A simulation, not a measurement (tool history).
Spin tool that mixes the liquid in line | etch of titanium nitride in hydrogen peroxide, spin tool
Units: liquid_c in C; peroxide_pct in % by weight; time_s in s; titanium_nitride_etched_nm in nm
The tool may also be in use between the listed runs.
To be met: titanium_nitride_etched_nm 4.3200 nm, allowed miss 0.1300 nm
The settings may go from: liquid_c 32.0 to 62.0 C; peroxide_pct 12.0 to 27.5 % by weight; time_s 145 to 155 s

run	day	liquid_c	peroxide_pct	time_s	titanium_nitride_etched_nm
1	0.000	46.0	18.5	145	7.4461
2	0.192	46.0	14.5	145	7.1985
3	0.425	46.0	16.5	145	7.1958
4	0.679	45.0	16.5	145	6.7986
5	0.717	45.0	16.5	145	6.7427
6	1.083	45.0	18.0	145	6.8511
7	1.175	45.0	18.0	145	6.9812
8	1.258	44.0	18.0	145	6.3801
9	1.512	43.0	18.0	145	5.9317
10	1.667	42.5	18.0	145	5.7089
11	1.750	42.5	18.0	145	5.7272
12	1.812	42.0	18.0	145	5.5263
13	1.946	41.5	18.0	145	5.2402
14	2.183	41.0	18.0	145	5.1162
15	2.512	40.5	18.0	145	4.8720
16	2.558	40.0	18.0	145	4.6952
17	2.804	39.5	18.0	145	4.5241

Which of these 5 next moves meets every target?
A	3.050	37.5	20.5	145	?
B	3.050	39.5	14.5	145	?
C	3.050	39.5	19.0	145	?
D	3.050	37.5	19.5	150	?
E	3.050	38.0	23.5	155	?

move	titanium_nitride_etched_nm
A	3.9990
B	4.3400
C	4.5957
D	4.0928
E	4.5779
A: takes the result that was furthest off past its target
B: meets every target
C: further off than the last run
D: takes the result that was furthest off past its target
E: further off than the last run
Answer: B
